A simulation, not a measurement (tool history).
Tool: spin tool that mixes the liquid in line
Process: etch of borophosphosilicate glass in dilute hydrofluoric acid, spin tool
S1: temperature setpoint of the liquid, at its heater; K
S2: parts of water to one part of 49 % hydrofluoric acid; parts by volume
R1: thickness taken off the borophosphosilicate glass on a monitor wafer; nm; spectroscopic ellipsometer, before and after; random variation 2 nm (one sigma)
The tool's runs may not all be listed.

run 1 hour=0.0 | S1=298.15 S2=40 time_under_the_liquid_(s)=55 | R1=136.34
run 2 hour=0.7 | S1=299.65 S2=35 time_under_the_liquid_(s)=55 | R1=167.36
run 3 hour=2.6 | S1=301.15 S2=30 time_under_the_liquid_(s)=55 | R1=208.83
run 4 hour=10.9 | S1=302.15 S2=30 time_under_the_liquid_(s)=55 | R1=216.61
run 5 hour=19.5 | S1=304.65 S2=30 time_under_the_liquid_(s)=55 | R1=241.41
run 6 hour=22.5 | S1=305.15 S2=30 time_under_the_liquid_(s)=55 | R1=248.91
run 7 hour=27.6 | S1=306.15 S2=20 time_under_the_liquid_(s)=55 | R1=393.77

The next listed run, before its measurement:
run 8 hour=33.8 | S1=305.65 S2=20 time_under_the_liquid_(s)=55 | R1=?

Run 8 gave R1 383.56 nm.
